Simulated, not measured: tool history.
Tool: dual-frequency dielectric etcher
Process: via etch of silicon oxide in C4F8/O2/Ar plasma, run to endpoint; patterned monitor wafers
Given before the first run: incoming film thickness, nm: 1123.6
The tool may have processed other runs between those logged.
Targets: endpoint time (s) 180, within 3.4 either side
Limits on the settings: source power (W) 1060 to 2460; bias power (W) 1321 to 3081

run  hour  source power (W)  bias power (W)  endpoint time (s)
  1     0              1760            2201              208.2
  2   5.5              1850            2224             204.78
  3   6.8              1930            2259             199.67
  4  11.9              1720            2259              209.1
  5  13.9              1810            2285             202.46
  6  16.1              1880            2301             200.74
  7  16.9              1950            2321             195.11
  8  22.7              1990            2329              195.4
  9  23.3              2040            2344             192.48
 10  24.1              2080            2355             191.08

4 candidate next runs follow, results not yet known. Just one meets every target within its allowed miss. Identify it.
  A  24.9              1960            2195                  ?
  B  24.9              2280            2500                  ?
  C  24.9              1770            1956                  ?
  D  24.9              1810            2453                  ?

move  endpoint time (s)
   A             199.84
   B             180.98
   C             215.19
   D              200.6
A: misses by more than the last run did
B: all results land within tolerance of their targets
C: misses by more than the last run did
D: misses by more than the last run did
So the answer is move B, the one that meets all the targets.
